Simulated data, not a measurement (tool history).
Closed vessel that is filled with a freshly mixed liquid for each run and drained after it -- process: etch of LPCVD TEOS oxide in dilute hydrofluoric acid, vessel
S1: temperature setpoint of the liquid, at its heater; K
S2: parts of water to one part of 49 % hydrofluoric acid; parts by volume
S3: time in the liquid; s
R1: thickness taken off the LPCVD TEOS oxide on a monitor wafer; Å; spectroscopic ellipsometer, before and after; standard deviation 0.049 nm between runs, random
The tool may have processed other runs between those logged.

| run | day | S1 | S2 | S3 | R1 |
|---|---|---|---|---|---|
| 1 | 0.000 | 296.15 | 280 | 435 | 201.17 |
| 2 | 0.117 | 296.15 | 280 | 435 | 200.89 |
| 3 | 0.300 | 292.65 | 280 | 435 | 176.54 |
| 4 | 0.492 | 292.65 | 280 | 435 | 175.87 |
| 5 | 0.792 | 291.15 | 280 | 435 | 167.49 |
| 6 | 0.867 | 291.15 | 300 | 435 | 154.34 |
| 7 | 0.996 | 291.15 | 315 | 435 | 144.71 |
| 8 | 1.279 | 291.15 | 325 | 435 | 138.91 |

Expected results for the next run?
| 9 | 1.600 | 291.15 | 335 | 435 | ? |

Run 9 yielded R1 132.85 Å.
